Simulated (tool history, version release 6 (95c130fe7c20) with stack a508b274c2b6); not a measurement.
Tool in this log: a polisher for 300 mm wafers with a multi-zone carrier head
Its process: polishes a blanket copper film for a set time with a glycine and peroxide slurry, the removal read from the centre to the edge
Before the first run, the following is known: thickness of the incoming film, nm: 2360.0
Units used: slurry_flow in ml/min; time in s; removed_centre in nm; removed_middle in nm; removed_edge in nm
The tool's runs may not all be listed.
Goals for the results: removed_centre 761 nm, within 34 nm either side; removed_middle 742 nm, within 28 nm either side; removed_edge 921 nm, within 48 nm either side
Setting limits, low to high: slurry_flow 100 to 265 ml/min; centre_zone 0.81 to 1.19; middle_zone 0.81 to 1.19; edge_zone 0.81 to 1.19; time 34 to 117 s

run  hour  slurry_flow  centre_zone  middle_zone  edge_zone  time  removed_centre  removed_middle  removed_edge
  1     0          170            1            1          1    75          606.19          615.43        627.01
  2   7.8          170            1            1       1.06    75          608.28          603.13        631.06
  3  12.9          150            1            1       1.06    75          606.02          589.11        626.25
  4  18.2          150         0.97         0.97       1.09    82          649.22          625.42        690.55
  5    20          150         0.97         0.97       1.09    98          757.28          755.63        823.61
  6  26.2          150         0.97         0.91       1.09    98          756.96             720        809.57
  7    32          145         0.94          0.9       1.12   100          740.09          724.48        845.48
  8  36.5          145         0.93         0.89       1.14   101          719.41          717.42        865.41

Which single option among these 4 for the next run brings every result within its allowed miss of target? Just one does.
  A    41          170         0.95          0.9       1.19   100               ?               ?             ?
  B    41          150         0.91         0.88       1.19    97               ?               ?             ?
  C    41          140         0.86         0.85       1.17   103               ?               ?             ?
  D    41          170         0.86         0.95        1.1    94               ?               ?             ?

move  removed_centre  removed_middle  removed_edge
   A          788.96          757.41        886.87
   B          714.16          705.09        846.39
   C          705.09          717.88         882.4
   D          671.03          745.24           800
A: in spec on every target
B: moves away from the targets compared with the last run
C: moves away from the targets compared with the last run
D: moves away from the targets compared with the last run
A meets every target.

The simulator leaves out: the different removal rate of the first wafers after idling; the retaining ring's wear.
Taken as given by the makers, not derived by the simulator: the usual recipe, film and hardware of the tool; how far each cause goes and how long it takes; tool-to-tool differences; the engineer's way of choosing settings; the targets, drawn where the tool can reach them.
